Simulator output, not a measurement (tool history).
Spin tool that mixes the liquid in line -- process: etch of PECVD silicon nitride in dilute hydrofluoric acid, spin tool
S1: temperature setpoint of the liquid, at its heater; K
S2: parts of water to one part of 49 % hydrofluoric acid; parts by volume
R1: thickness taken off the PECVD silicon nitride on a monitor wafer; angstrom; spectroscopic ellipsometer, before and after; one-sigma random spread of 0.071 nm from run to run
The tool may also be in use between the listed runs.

Run 1, day 0: S1 297.15 K, S2 145 parts by volume, time under the liquid (s) 275. Result: R1 116.76 angstrom.
Run 2, day 0.225: S1 295.15 K, S2 145 parts by volume, time under the liquid (s) 275. Result: R1 103.18 angstrom.
Run 3, day 0.496: S1 293.15 K, S2 145 parts by volume, time under the liquid (s) 275. Result: R1 91.38 angstrom.
Run 4, day 0.596: S1 293.15 K, S2 105 parts by volume, time under the liquid (s) 275. Result: R1 122.98 angstrom.
Run 5, day 0.696: S1 293.15 K, S2 105 parts by volume, time under the liquid (s) 300. Result: R1 135.35 angstrom.
Run 6, day 1.067: S1 292.15 K, S2 125 parts by volume, time under the liquid (s) 300. Result: R1 105.21 angstrom.
Run 7, day 1.396: S1 291.65 K, S2 130 parts by volume, time under the liquid (s) 300. Result: R1 98.58 angstrom.
Run 8, day 1.562: S1 291.15 K, S2 135 parts by volume, time under the liquid (s) 300. Result: R1 92.105 angstrom.

Forecast run 9:
Run 9, day 1.854: S1 290.65 K, S2 140 parts by volume, time under the liquid (s) 300. Result: R1 ?.

R1: 84.626 angstrom
